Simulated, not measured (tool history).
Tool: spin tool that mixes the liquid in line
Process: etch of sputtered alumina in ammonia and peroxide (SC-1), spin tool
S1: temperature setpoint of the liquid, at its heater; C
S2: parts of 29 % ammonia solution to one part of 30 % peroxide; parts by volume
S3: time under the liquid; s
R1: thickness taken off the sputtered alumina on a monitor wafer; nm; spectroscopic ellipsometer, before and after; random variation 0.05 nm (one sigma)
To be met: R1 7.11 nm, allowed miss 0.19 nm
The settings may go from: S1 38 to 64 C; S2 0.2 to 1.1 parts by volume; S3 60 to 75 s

run	hour	S1	S2	S3	R1
1	0	48	0.6	75	3.8545
2	3	42	0.6	75	2.6933
3	6	42	0.6	75	2.7045
4	8.6	45	0.6	75	3.2296
5	11.1	47.5	0.6	75	3.6745
6	17.4	47.5	0.7	75	3.7323
7	20.8	49.5	0.7	75	4.2045
8	26.9	51	0.7	75	4.4992

Which of these 4 next moves meets every target?
A	33	44.5	0.55	60	?
B	33	50.5	0.65	60	?
C	33	59.5	0.6	75	?
D	33	49	0.65	60	?

move	R1
A	2.4809
B	3.5268
C	7.0585
D	3.2471
A: further off than the last run
B: further off than the last run
C: meets every target
D: further off than the last run
Answer: C
